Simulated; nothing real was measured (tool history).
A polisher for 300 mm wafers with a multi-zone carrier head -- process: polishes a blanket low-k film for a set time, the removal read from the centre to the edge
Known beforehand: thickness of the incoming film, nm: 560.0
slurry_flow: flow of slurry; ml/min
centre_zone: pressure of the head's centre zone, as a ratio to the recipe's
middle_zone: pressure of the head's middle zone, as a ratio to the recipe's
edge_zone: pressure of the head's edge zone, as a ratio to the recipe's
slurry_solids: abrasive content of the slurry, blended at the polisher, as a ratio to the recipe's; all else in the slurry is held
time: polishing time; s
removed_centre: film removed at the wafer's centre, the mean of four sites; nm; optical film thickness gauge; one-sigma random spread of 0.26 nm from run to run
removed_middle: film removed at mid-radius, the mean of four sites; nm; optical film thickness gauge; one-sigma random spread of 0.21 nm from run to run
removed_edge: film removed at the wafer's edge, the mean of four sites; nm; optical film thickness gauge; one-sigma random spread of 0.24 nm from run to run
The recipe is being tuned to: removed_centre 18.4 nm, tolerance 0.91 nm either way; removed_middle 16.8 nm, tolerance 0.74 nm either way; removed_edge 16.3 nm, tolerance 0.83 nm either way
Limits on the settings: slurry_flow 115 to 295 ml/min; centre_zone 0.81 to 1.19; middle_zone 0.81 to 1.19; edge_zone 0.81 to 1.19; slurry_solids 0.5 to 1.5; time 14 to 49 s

{"run": 1, "hour": 0.0, "slurry_flow": 190, "centre_zone": 1, "middle_zone": 1, "edge_zone": 1, "slurry_solids": 1, "time": 31, "removed_centre": 11.169, "removed_middle": 11.589, "removed_edge": 11.059}
{"run": 2, "hour": 3.3, "slurry_flow": 190, "centre_zone": 1, "middle_zone": 0.92, "edge_zone": 1, "slurry_solids": 1, "time": 31, "removed_centre": 11.405, "removed_middle": 10.926, "removed_edge": 11.273}
{"run": 3, "hour": 4.2, "slurry_flow": 190, "centre_zone": 1, "middle_zone": 0.92, "edge_zone": 1, "slurry_solids": 1, "time": 36, "removed_centre": 13.086, "removed_middle": 12.637, "removed_edge": 13.074}
{"run": 4, "hour": 6.2, "slurry_flow": 190, "centre_zone": 1.07, "middle_zone": 0.92, "edge_zone": 1, "slurry_solids": 1, "time": 36, "removed_centre": 14.325, "removed_middle": 12.759, "removed_edge": 13.259}
{"run": 5, "hour": 8.2, "slurry_flow": 190, "centre_zone": 1.07, "middle_zone": 0.92, "edge_zone": 0.96, "slurry_solids": 1, "time": 36, "removed_centre": 13.936, "removed_middle": 12.405, "removed_edge": 12.842}
{"run": 6, "hour": 11.6, "slurry_flow": 190, "centre_zone": 1.07, "middle_zone": 0.92, "edge_zone": 0.96, "slurry_solids": 1, "time": 33, "removed_centre": 12.81, "removed_middle": 11.48, "removed_edge": 12.157}
{"run": 7, "hour": 14.2, "slurry_flow": 195, "centre_zone": 1.08, "middle_zone": 0.94, "edge_zone": 0.97, "slurry_solids": 1.1, "time": 33, "removed_centre": 13.551, "removed_middle": 12.15, "removed_edge": 12.612}
{"run": 8, "hour": 20.5, "slurry_flow": 200, "centre_zone": 1.09, "middle_zone": 0.96, "edge_zone": 0.99, "slurry_solids": 1.2, "time": 33, "removed_centre": 14.125, "removed_middle": 12.694, "removed_edge": 13.058}
{"run": 9, "hour": 26.3, "slurry_flow": 205, "centre_zone": 1.1, "middle_zone": 0.98, "edge_zone": 0.99, "slurry_solids": 1.25, "time": 34, "removed_centre": 14.947, "removed_middle": 13.713, "removed_edge": 13.439}
{"run": 10, "hour": 28.1, "slurry_flow": 205, "centre_zone": 1.1, "middle_zone": 0.98, "edge_zone": 1, "slurry_solids": 1.3, "time": 35, "removed_centre": 16.057, "removed_middle": 14.236, "removed_edge": 13.957}
{"run": 11, "hour": 30.2, "slurry_flow": 205, "centre_zone": 1.08, "middle_zone": 0.98, "edge_zone": 1.01, "slurry_solids": 1.35, "time": 36, "removed_centre": 16.237, "removed_middle": 14.853, "removed_edge": 14.767}
{"run": 12, "hour": 31.2, "slurry_flow": 205, "centre_zone": 1.08, "middle_zone": 0.99, "edge_zone": 1.01, "slurry_solids": 1.4, "time": 36, "removed_centre": 16.167, "removed_middle": 15.043, "removed_edge": 14.944}
{"run": 13, "hour": 36.1, "slurry_flow": 210, "centre_zone": 1.09, "middle_zone": 0.99, "edge_zone": 1.01, "slurry_solids": 1.4, "time": 36, "removed_centre": 16.434, "removed_middle": 14.94, "removed_edge": 15.513}
{"run": 14, "hour": 44.4, "slurry_flow": 215, "centre_zone": 1.1, "middle_zone": 1.01, "edge_zone": 1.01, "slurry_solids": 1.4, "time": 36, "removed_centre": 16.698, "removed_middle": 15.779, "removed_edge": 15.025}
{"run": 15, "hour": 47.5, "slurry_flow": 220, "centre_zone": 1.11, "middle_zone": 1.01, "edge_zone": 1.02, "slurry_solids": 1.4, "time": 36, "removed_centre": 16.598, "removed_middle": 15.201, "removed_edge": 15.053}

Below are 5 possible settings for the next run. Only one of them brings all results inside the allowed miss of their targets. Which is it?
{"run": "A", "hour": 50.6, "slurry_flow": 215, "centre_zone": 1.11, "middle_zone": 0.88, "edge_zone": 1.16, "slurry_solids": 1.5, "time": 38, "removed_centre": "?", "removed_middle": "?", "removed_edge": "?"}
{"run": "B", "hour": 50.6, "slurry_flow": 240, "centre_zone": 0.94, "middle_zone": 0.97, "edge_zone": 1.18, "slurry_solids": 1.35, "time": 41, "removed_centre": "?", "removed_middle": "?", "removed_edge": "?"}
{"run": "C", "hour": 50.6, "slurry_flow": 225, "centre_zone": 0.96, "middle_zone": 0.95, "edge_zone": 1.12, "slurry_solids": 1.5, "time": 40, "removed_centre": "?", "removed_middle": "?", "removed_edge": "?"}
{"run": "D", "hour": 50.6, "slurry_flow": 185, "centre_zone": 1.14, "middle_zone": 0.89, "edge_zone": 1.02, "slurry_solids": 1.15, "time": 42, "removed_centre": "?", "removed_middle": "?", "removed_edge": "?"}
{"run": "E", "hour": 50.6, "slurry_flow": 210, "centre_zone": 1.11, "middle_zone": 1.02, "edge_zone": 0.99, "slurry_solids": 1.4, "time": 39, "removed_centre": "?", "removed_middle": "?", "removed_edge": "?"}

move=A removed_centre=18.086 removed_middle=14.722 removed_edge=17.427
move=B removed_centre=16.174 removed_middle=16.861 removed_edge=18.471
move=C removed_centre=16.556 removed_middle=16.62 removed_edge=18.073
move=D removed_centre=18.336 removed_middle=14.7 removed_edge=16.237
move=E removed_centre=18.102 removed_middle=16.666 removed_edge=16.086
A: its largest miss is bigger than the last run's
B: the worst result of the last run now meets its target, but another is out of spec
C: the worst result of the last run now meets its target, but another is out of spec
D: its largest miss is bigger than the last run's
E: each result inside its tolerance
The move that meets every target is E.
